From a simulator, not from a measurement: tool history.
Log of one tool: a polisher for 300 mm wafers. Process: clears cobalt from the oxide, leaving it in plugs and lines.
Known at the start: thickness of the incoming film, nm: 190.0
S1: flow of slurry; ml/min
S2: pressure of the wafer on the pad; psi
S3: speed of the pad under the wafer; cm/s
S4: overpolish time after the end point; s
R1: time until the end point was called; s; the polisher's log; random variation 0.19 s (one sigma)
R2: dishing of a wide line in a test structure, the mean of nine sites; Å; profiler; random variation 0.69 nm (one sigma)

run  hour   S1   S2   S3  S4      R1      R2
  1     0  165  2.4  120  15   22.73  542.93
  2   5.7  170  2.6  120  15  21.138  560.99
  3   7.7  170  2.3  120  15  23.626  528.21
  4  10.3  175  2.5  120  15  21.628  539.84
  5  18.7  180  2.6  120  16  20.641  561.38
  6  24.8  180  2.2  120  16   24.57  538.16
  7  27.2  180  2.4  120  16   22.76  558.24
  8  29.8  180  2.6  120  16   20.81  562.13

The next listed run, before its measurement:
  9  31.7  180  2.7  120  16   ?   ?

Run 9 gave R1 20.06 s, R2 565.77 Å.

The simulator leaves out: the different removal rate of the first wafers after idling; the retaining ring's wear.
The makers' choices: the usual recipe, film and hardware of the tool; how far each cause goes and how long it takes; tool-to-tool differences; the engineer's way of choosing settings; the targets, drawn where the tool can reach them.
